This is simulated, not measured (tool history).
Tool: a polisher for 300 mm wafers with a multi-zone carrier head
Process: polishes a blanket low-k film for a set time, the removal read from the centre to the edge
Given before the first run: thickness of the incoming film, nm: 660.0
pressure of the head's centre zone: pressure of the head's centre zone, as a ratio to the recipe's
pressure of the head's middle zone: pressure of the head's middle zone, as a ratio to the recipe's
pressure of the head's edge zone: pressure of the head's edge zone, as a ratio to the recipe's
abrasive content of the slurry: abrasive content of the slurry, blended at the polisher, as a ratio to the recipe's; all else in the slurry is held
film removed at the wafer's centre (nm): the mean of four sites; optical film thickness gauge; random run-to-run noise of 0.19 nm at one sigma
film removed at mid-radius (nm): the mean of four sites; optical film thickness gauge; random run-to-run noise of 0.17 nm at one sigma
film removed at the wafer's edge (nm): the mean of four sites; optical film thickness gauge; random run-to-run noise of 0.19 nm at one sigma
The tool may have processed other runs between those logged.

run    day  flow of slurry (ml/min)  pressure of the head's centre zone  pressure of the head's middle zone  pressure of the head's edge zone  abrasive content of the slurry  polishing time (s)  film removed at the wafer's centre (nm)  film removed at mid-radius (nm)  film removed at the wafer's edge (nm)
  1  0.000                      155                                1.00                                1.00                              1.00                             1.0                  36                                   15.473                           15.356                                 15.269
  2  0.171                      155                                1.08                                1.00                              1.00                             1.0                  36                                   16.068                           15.488                                 15.083
  3  0.208                      155                                1.08                                1.07                              1.00                             1.0                  36                                   16.349                           16.514                                 15.071
  4  0.579                      155                                1.08                                1.04                              1.00                             1.0                  36                                   16.360                           15.933                                 15.372
  5  0.621                      155                                1.08                                1.04                              1.00                             0.8                  36                                   13.820                           13.482                                 12.891
  6  0.688                      155                                1.08                                1.04                              1.07                             0.8                  36                                   14.112                           13.653                                 13.305
  7  1.050                      150                                1.08                                1.03                              1.07                             0.8                  36                                   13.966                           13.488                                 13.438

Estimate the outcome of run 8 from the log above:
  8  1.271                      150                                1.08                                1.02                              1.07                             0.8                  36                                        ?                                ?                                      ?

film removed at the wafer's centre (nm): 14.142
film removed at mid-radius (nm): 13.583
film removed at the wafer's edge (nm): 13.297
